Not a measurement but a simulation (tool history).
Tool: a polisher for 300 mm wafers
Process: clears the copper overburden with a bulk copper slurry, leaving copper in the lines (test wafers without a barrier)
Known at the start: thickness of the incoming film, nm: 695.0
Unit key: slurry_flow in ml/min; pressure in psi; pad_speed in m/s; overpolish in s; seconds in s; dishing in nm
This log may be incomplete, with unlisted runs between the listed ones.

run,hour,slurry_flow,pressure,pad_speed,slurry_solids,overpolish,seconds,dishing
1,0.0,275,3.3,0.88,1.00,30,83.975,47.682
2,8.5,310,3.3,0.88,1.00,30,79.428,49.586
3,12.7,370,3.3,0.88,1.00,30,80.101,48.106
4,13.5,370,3.3,0.88,0.85,30,86.498,48.943
# hour 19.5: head pressure recalibrated
5,19.5,370,2.9,0.80,0.90,26,108.070,47.041
6,24.8,425,2.9,0.80,0.90,26,112.780,46.196
7,26.5,425,2.6,0.78,0.95,23,121.300,42.461

Run 8 comes next. What will it give?
8,32.6,415,1.6,0.54,0.80,33,?,?

{"run 8": {"seconds": 252.21, "dishing": 37.673}}

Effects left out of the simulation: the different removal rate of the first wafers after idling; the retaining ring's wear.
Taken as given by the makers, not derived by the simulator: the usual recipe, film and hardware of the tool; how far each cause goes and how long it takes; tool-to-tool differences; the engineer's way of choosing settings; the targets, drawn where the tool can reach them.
